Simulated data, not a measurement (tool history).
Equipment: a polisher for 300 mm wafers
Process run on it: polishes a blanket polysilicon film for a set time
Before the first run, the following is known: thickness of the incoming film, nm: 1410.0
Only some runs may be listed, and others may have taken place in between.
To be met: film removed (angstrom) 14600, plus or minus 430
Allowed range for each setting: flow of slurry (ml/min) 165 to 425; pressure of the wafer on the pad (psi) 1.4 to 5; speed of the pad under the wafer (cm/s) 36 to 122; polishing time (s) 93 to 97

| run | day | flow of slurry (ml/min) | pressure of the wafer on the pad (psi) | speed of the pad under the wafer (cm/s) | polishing time (s) | film removed (angstrom) |
|---|---|---|---|---|---|---|
| 1 | 0 | 275 | 3.2 | 78 | 93 | 7753.8 |
| 2 | 0.096 | 275 | 3.5 | 78 | 93 | 8406.5 |
| 3 | 0.208 | 240 | 3.5 | 78 | 93 | 8299.5 |
| 4 | 0.342 | 245 | 3.7 | 80 | 93 | 8918.3 |
| 5 | 0.662 | 245 | 3.7 | 80 | 97 | 9311.2 |
| 6 | 0.904 | 305 | 3.7 | 80 | 97 | 9590.6 |
| 7 | 1.175 | 305 | 3.9 | 80 | 97 | 10104 |
| 8 | 1.433 | 305 | 4.1 | 80 | 97 | 10512 |
| 9 | 1.592 | 305 | 4.2 | 82 | 97 | 10936 |
| 10 | 1.85 | 305 | 4.3 | 84 | 97 | 11634 |
| 11 | 2.125 | 305 | 4.4 | 84 | 97 | 11656 |
| 12 | 2.421 | 305 | 4.5 | 86 | 97 | 12353 |
| 13 | 2.762 | 305 | 4.6 | 86 | 97 | 12708 |
| 14 | 3.058 | 305 | 4.7 | 86 | 97 | 13002 |
| 15 | 3.429 | 305 | 4.9 | 88 | 97 | 13573 |
| 16 | 3.733 | 310 | 4.9 | 88 | 97 | 13744 |

Which single option among these 5 for the next run brings every result within its allowed miss of target? Just one does.
| A | 4.038 | 275 | 4.8 | 94 | 93 | ? |
| B | 4.038 | 355 | 5 | 90 | 97 | ? |
| C | 4.038 | 350 | 5 | 86 | 96 | ? |
| D | 4.038 | 325 | 4.9 | 90 | 95 | ? |
| E | 4.038 | 290 | 4.7 | 94 | 96 | ? |

| move | film removed (angstrom) |
|---|---|
| A | 13396 |
| B | 14250 |
| C | 13519 |
| D | 13597 |
| E | 13605 |
A: the biggest miss grows against the last run
B: every result within its allowed miss
C: the biggest miss grows against the last run
D: the biggest miss grows against the last run
E: the biggest miss grows against the last run
The move that meets every target is B.
